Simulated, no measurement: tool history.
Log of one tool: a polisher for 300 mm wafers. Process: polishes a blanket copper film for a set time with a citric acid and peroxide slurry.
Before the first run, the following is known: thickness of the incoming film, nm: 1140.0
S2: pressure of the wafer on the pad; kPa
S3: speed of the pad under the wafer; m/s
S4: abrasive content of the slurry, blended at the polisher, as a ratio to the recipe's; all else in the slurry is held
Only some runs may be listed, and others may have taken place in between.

run 1 hour=0.0 | flow_of_slurry_(ml/min)=190 S2=15.2 S3=1.24 S4=1.0 polishing_time_(s)=33 | film_removed_(angstrom)=568.47
run 2 hour=5.9 | flow_of_slurry_(ml/min)=190 S2=11.7 S3=1.24 S4=1.0 polishing_time_(s)=33 | film_removed_(angstrom)=434.03
run 3 hour=11.2 | flow_of_slurry_(ml/min)=195 S2=12.4 S3=1.24 S4=1.0 polishing_time_(s)=33 | film_removed_(angstrom)=461.70
run 4 hour=16.5 | flow_of_slurry_(ml/min)=200 S2=13.1 S3=1.24 S4=1.0 polishing_time_(s)=33 | film_removed_(angstrom)=497.29
run 5 hour=23.0 | flow_of_slurry_(ml/min)=200 S2=15.2 S3=1.24 S4=1.0 polishing_time_(s)=33 | film_removed_(angstrom)=567.54
run 6 hour=26.3 | flow_of_slurry_(ml/min)=170 S2=15.2 S3=1.24 S4=1.0 polishing_time_(s)=33 | film_removed_(angstrom)=552.82
run 7 hour=29.2 | flow_of_slurry_(ml/min)=180 S2=15.2 S3=1.24 S4=1.0 polishing_time_(s)=33 | film_removed_(angstrom)=557.31

What will run 8 give?
run 8 hour=35.0 | flow_of_slurry_(ml/min)=190 S2=15.2 S3=1.24 S4=1.0 polishing_time_(s)=33 | film_removed_(angstrom)=?

film removed (angstrom): 568.88
